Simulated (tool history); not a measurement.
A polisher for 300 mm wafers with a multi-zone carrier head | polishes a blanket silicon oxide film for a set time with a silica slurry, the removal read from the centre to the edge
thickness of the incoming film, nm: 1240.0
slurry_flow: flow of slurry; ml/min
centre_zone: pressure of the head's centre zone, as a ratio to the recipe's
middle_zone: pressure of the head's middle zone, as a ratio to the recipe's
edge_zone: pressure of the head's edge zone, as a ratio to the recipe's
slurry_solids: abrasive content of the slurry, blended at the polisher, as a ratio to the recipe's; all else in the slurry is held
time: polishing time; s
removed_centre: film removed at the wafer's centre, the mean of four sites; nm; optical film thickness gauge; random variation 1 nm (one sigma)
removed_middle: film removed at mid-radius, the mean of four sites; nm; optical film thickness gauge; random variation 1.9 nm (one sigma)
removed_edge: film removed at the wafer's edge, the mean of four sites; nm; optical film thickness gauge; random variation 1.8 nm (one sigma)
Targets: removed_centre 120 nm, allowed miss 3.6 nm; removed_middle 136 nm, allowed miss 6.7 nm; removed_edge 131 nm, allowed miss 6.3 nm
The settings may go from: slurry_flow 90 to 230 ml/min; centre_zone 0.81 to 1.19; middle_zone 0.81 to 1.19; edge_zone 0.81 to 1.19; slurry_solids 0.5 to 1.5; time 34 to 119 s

run	day	slurry_flow	centre_zone	middle_zone	edge_zone	slurry_solids	time	removed_centre	removed_middle	removed_edge
1	0	150	1	1	1	1	76	155.72	147.59	153.14
2	0.138	145	0.97	1	0.98	0.95	76	145.4	144.73	151.45
3	0.279	145	0.96	1.02	0.96	0.9	76	143.23	146.23	143.48
4	0.596	140	0.94	1.02	0.95	0.85	76	133.14	138.61	134.93
5	0.8	140	0.94	1.02	0.95	0.85	57	100.78	103.07	104.59
6	0.888	140	0.94	0.98	0.95	0.85	57	99.899	99.363	106.78
7	1.204	150	0.93	1.01	0.98	0.9	57	105.26	107	110.11
# day 1.238: slurry nozzle cleaned
8	1.238	155	0.91	1.02	1	0.95	57	119.78	122.22	124.09
9	1.488	155	0.89	1.02	1	0.95	57	116.9	125.16	124.55
10	1.538	160	0.88	1.02	1	0.95	57	118.61	121.18	126.4
11	1.846	160	0.87	1.03	1	0.95	57	116.51	126.5	124.83
12	2.012	165	0.86	1.03	1	0.95	57	116.16	128.87	122.5

5 next moves are on the table. One of them brings every result within its allowed miss. Which?
A	2.179	125	0.81	1.16	0.91	0.8	68	?	?	?
B	2.179	205	0.83	1.15	1.03	1.25	48	?	?	?
C	2.179	165	0.88	1.02	0.98	0.9	55	?	?	?
D	2.179	180	0.95	1	0.98	0.9	56	?	?	?
E	2.179	170	0.84	1.06	1.04	0.85	63	?	?	?

move	removed_centre	removed_middle	removed_edge
A	115.01	140.82	122.12
B	113.33	133.85	118.81
C	111.95	115.83	112.58
D	122.37	117.87	115.96
E	121.46	133.72	128.45
A: as far off as the last run
B: further off than the last run
C: further off than the last run
D: further off than the last run
E: meets every target
The right move is E.
